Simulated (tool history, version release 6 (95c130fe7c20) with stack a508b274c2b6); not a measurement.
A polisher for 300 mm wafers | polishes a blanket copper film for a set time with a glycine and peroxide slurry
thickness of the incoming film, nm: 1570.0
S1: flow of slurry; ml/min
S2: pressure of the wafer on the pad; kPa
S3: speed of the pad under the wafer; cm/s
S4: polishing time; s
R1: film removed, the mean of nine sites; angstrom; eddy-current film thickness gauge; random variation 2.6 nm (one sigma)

run,hour,S1,S2,S3,S4,R1
1,0,200,21.4,122,53,3347.7
2,3.8,200,20,122,53,3229.2
3,7.2,180,20,122,53,3081.8
4,14.2,170,19.3,122,53,2984.4
5,14.7,215,19.3,122,53,3082.1
6,18.2,215,22.8,122,53,3589.6
7,25.2,210,20.7,122,53,3261.7
8,30.4,210,19.3,122,53,3111.6

Forecast run 9:
9,36.2,205,17.9,122,53,?

R1: 2889.3 angstrom
